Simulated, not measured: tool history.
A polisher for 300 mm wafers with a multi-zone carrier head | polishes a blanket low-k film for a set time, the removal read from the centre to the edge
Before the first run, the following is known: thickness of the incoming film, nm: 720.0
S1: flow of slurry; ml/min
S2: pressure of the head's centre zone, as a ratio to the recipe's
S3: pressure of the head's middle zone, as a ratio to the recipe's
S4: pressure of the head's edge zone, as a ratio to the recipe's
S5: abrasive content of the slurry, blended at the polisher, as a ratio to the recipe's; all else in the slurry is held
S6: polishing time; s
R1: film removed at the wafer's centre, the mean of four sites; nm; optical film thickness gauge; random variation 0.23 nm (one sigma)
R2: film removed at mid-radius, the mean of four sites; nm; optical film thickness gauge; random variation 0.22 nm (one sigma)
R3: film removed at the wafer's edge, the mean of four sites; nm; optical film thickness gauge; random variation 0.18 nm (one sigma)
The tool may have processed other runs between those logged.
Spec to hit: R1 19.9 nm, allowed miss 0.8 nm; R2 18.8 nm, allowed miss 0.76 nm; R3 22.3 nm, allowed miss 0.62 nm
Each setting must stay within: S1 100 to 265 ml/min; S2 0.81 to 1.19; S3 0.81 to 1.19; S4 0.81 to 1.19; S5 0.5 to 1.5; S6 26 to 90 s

run 1 hour=0 | S1=170 S2=1 S3=1 S4=1 S5=1 S6=58 | R1=16.391 R2=17.514 R3=17.324
run 2 hour=7.3 | S1=170 S2=1 S3=1 S4=1 S5=1 S6=50 | R1=13.689 R2=14.621 R3=15.134
run 3 hour=10.1 | S1=170 S2=1 S3=0.96 S4=1 S5=1 S6=50 | R1=13.941 R2=14.346 R3=15.155
run 4 hour=11.5 | S1=170 S2=1 S3=1.01 S4=1 S5=1 S6=50 | R1=14.111 R2=15.017 R3=14.988
run 5 hour=14.5 | S1=175 S2=1.01 S3=1 S4=1.03 S5=1.1 S6=50 | R1=14.826 R2=15.13 R3=15.895
run 6 hour=18.1 | S1=175 S2=1.01 S3=1 S4=1.03 S5=1.25 S6=50 | R1=15.2 R2=15.938 R3=16.157
run 7 hour=19 | S1=180 S2=1.01 S3=0.99 S4=1.05 S5=1.3 S6=51 | R1=15.61 R2=16.616 R3=16.971
run 8 hour=27.5 | S1=185 S2=1.02 S3=0.97 S4=1.07 S5=1.35 S6=52 | R1=16.331 R2=16.587 R3=17.689
run 9 hour=33.7 | S1=190 S2=1.02 S3=0.96 S4=1.09 S5=1.35 S6=53 | R1=17.095 R2=17.011 R3=18.325
run 10 hour=37.1 | S1=195 S2=1.02 S3=0.95 S4=1.11 S5=1.35 S6=54 | R1=17.149 R2=17.313 R3=18.83
run 11 hour=43.9 | S1=200 S2=1.02 S3=0.94 S4=1.12 S5=1.35 S6=55 | R1=17.286 R2=17.233 R3=19.379
run 12 hour=45.9 | S1=205 S2=1.03 S3=0.94 S4=1.13 S5=1.35 S6=55 | R1=17.902 R2=17.28 R3=19.777
run 13 hour=48 | S1=210 S2=1.03 S3=0.94 S4=1.14 S5=1.35 S6=55 | R1=17.702 R2=17.752 R3=19.918
-- hour=51.2 centre zone pressure recalibrated
run 14 hour=51.2 | S1=215 S2=1.04 S3=0.93 S4=1.15 S5=1.35 S6=55 | R1=18.88 R2=17.248 R3=19.958
run 15 hour=58.5 | S1=220 S2=1.04 S3=0.93 S4=1.16 S5=1.35 S6=55 | R1=19.487 R2=17.267 R3=19.541
run 16 hour=60.6 | S1=220 S2=1.04 S3=0.93 S4=1.16 S5=1.35 S6=56 | R1=19.733 R2=17.771 R3=20.409
run 17 hour=65 | S1=220 S2=1.02 S3=0.91 S4=1.18 S5=1.45 S6=57 | R1=20.31 R2=18.023 R3=21.377

Exercise: of the 4 proposed moves below, exactly one satisfies all targets within the stated allowed misses. Which move is it?
run A hour=69.4 | S1=265 S2=0.95 S3=0.89 S4=1.17 S5=1.5 S6=59 | R1=? R2=? R3=?
run B hour=69.4 | S1=240 S2=1.04 S3=0.9 S4=1.19 S5=1.5 S6=58 | R1=? R2=? R3=?
run C hour=69.4 | S1=205 S2=1 S3=0.89 S4=1.13 S5=1.5 S6=58 | R1=? R2=? R3=?
run D hour=69.4 | S1=255 S2=1.06 S3=0.91 S4=1.11 S5=1.5 S6=57 | R1=? R2=? R3=?

move=A R1=19.57 R2=18.822 R3=22.485
move=B R1=20.828 R2=18.466 R3=22.119
move=C R1=19.604 R2=17.96 R3=21.236
move=D R1=21.022 R2=18.438 R3=21.072
A: all results in spec
B: meets the target for the result that was furthest off, but another lies outside its allowed miss
C: the biggest miss grows against the last run
D: the biggest miss grows against the last run
A meets every target.
